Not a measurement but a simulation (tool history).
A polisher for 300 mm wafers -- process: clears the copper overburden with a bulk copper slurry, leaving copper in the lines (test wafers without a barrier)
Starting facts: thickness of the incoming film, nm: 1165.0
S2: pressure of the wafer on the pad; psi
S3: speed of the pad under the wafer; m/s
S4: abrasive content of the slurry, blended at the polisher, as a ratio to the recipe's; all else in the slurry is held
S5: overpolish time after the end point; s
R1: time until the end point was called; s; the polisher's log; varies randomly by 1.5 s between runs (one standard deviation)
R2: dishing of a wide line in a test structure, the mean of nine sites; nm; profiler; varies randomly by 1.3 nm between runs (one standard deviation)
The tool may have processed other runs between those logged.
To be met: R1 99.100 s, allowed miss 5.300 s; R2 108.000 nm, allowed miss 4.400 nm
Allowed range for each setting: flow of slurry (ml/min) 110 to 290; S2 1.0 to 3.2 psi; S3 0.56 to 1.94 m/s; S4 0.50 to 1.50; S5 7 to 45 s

run 1 hour=0.0 | flow_of_slurry_(ml/min)=185 S2=2.1 S3=1.24 S4=1.00 S5=23 | R1=160.060 R2=74.924
run 2 hour=6.1 | flow_of_slurry_(ml/min)=185 S2=2.4 S3=1.24 S4=1.00 S5=24 | R1=139.700 R2=80.854
run 3 hour=13.7 | flow_of_slurry_(ml/min)=185 S2=1.9 S3=1.24 S4=1.00 S5=24 | R1=174.240 R2=72.010
run 4 hour=15.2 | flow_of_slurry_(ml/min)=185 S2=1.9 S3=1.24 S4=1.00 S5=29 | R1=177.330 R2=78.368
run 5 hour=21.2 | flow_of_slurry_(ml/min)=185 S2=2.1 S3=1.24 S4=1.00 S5=29 | R1=158.210 R2=82.124
run 6 hour=25.2 | flow_of_slurry_(ml/min)=185 S2=2.1 S3=1.24 S4=1.00 S5=20 | R1=161.720 R2=70.557
run 7 hour=32.8 | flow_of_slurry_(ml/min)=185 S2=2.4 S3=1.26 S4=1.00 S5=23 | R1=140.550 R2=82.400
run 8 hour=41.1 | flow_of_slurry_(ml/min)=185 S2=2.6 S3=1.26 S4=1.00 S5=23 | R1=129.110 R2=82.952
run 9 hour=47.8 | flow_of_slurry_(ml/min)=185 S2=2.7 S3=1.28 S4=1.00 S5=25 | R1=122.220 R2=90.198
run 10 hour=48.5 | flow_of_slurry_(ml/min)=185 S2=2.8 S3=1.28 S4=1.00 S5=26 | R1=114.990 R2=94.457
run 11 hour=54.4 | flow_of_slurry_(ml/min)=185 S2=2.9 S3=1.28 S4=1.00 S5=27 | R1=111.930 R2=98.545
run 12 hour=59.1 | flow_of_slurry_(ml/min)=185 S2=3.0 S3=1.28 S4=1.00 S5=27 | R1=109.350 R2=97.999
run 13 hour=61.9 | flow_of_slurry_(ml/min)=185 S2=3.1 S3=1.28 S4=1.00 S5=28 | R1=105.130 R2=102.850

5 next moves are on the table. One of them brings every result within its allowed miss. Which?
run A hour=64.7 | flow_of_slurry_(ml/min)=185 S2=2.7 S3=1.42 S4=0.95 S5=29 | R1=? R2=?
run B hour=64.7 | flow_of_slurry_(ml/min)=190 S2=3.1 S3=1.42 S4=0.85 S5=32 | R1=? R2=?
run C hour=64.7 | flow_of_slurry_(ml/min)=160 S2=3.2 S3=1.50 S4=1.00 S5=21 | R1=? R2=?
run D hour=64.7 | flow_of_slurry_(ml/min)=180 S2=3.0 S3=1.26 S4=0.95 S5=29 | R1=? R2=?
run E hour=64.7 | flow_of_slurry_(ml/min)=190 S2=2.9 S3=1.32 S4=0.95 S5=39 | R1=? R2=?

move=A R1=109.050 R2=98.590
move=B R1=97.175 R2=106.940
move=C R1=88.237 R2=97.950
move=D R1=110.190 R2=100.190
move=E R1=108.500 R2=107.380
A: moves away from the targets compared with the last run
B: each result inside its tolerance
C: moves away from the targets compared with the last run
D: moves away from the targets compared with the last run
E: meets the target for the result that was furthest off, but another lies outside its allowed miss
The move that meets every target is B.
